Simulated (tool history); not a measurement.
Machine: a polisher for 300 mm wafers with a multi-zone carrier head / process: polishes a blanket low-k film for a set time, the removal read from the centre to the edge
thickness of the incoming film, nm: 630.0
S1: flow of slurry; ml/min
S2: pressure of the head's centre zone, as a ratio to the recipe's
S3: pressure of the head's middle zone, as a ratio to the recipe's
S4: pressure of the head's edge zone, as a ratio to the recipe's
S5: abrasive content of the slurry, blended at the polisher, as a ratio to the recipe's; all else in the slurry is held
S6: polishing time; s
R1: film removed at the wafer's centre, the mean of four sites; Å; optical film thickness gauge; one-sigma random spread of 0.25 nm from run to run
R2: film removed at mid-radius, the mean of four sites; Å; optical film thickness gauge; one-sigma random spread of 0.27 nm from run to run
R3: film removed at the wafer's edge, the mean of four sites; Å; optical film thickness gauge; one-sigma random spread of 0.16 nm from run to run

{"run": 1, "hour": 0.0, "S1": 235, "S2": 1, "S3": 1, "S4": 1, "S5": 1, "S6": 74, "R1": 366.14, "R2": 360.85, "R3": 358.38}
{"run": 2, "hour": 8.2, "S1": 190, "S2": 1, "S3": 1, "S4": 1, "S5": 1, "S6": 74, "R1": 351.75, "R2": 346.34, "R3": 351.53}
{"run": 3, "hour": 15.2, "S1": 190, "S2": 1, "S3": 1, "S4": 1, "S5": 1.1, "S6": 74, "R1": 367.08, "R2": 363.1, "R3": 362.06}
{"run": 4, "hour": 19.3, "S1": 190, "S2": 1, "S3": 1, "S4": 1, "S5": 1.1, "S6": 63, "R1": 311.06, "R2": 305.83, "R3": 310.77}
{"run": 5, "hour": 23.2, "S1": 185, "S2": 1, "S3": 0.98, "S4": 0.99, "S5": 1.05, "S6": 63, "R1": 299.17, "R2": 294.42, "R3": 299.29}
{"run": 6, "hour": 24.1, "S1": 180, "S2": 1.01, "S3": 0.96, "S4": 0.99, "S5": 1, "S6": 63, "R1": 292.69, "R2": 281.01, "R3": 293.32}
{"run": 7, "hour": 29.7, "S1": 175, "S2": 1.01, "S3": 0.94, "S4": 0.99, "S5": 0.95, "S6": 63, "R1": 284.88, "R2": 268.88, "R3": 282.83}
{"run": 8, "hour": 36.8, "S1": 170, "S2": 1.01, "S3": 0.92, "S4": 0.99, "S5": 0.9, "S6": 63, "R1": 280.28, "R2": 263.12, "R3": 278.92}
{"run": 9, "hour": 37.9, "S1": 165, "S2": 1.01, "S3": 0.91, "S4": 1, "S5": 0.85, "S6": 63, "R1": 270.1, "R2": 250.71, "R3": 271.65}

The next listed run, before its measurement:
{"run": 10, "hour": 46.4, "S1": 165, "S2": 1.01, "S3": 0.9, "S4": 1, "S5": 0.8, "S6": 63, "R1": "?", "R2": "?", "R3": "?"}

For run 10 the tool returned R1 261.09 Å, R2 238.59 Å, R3 263.09 Å.
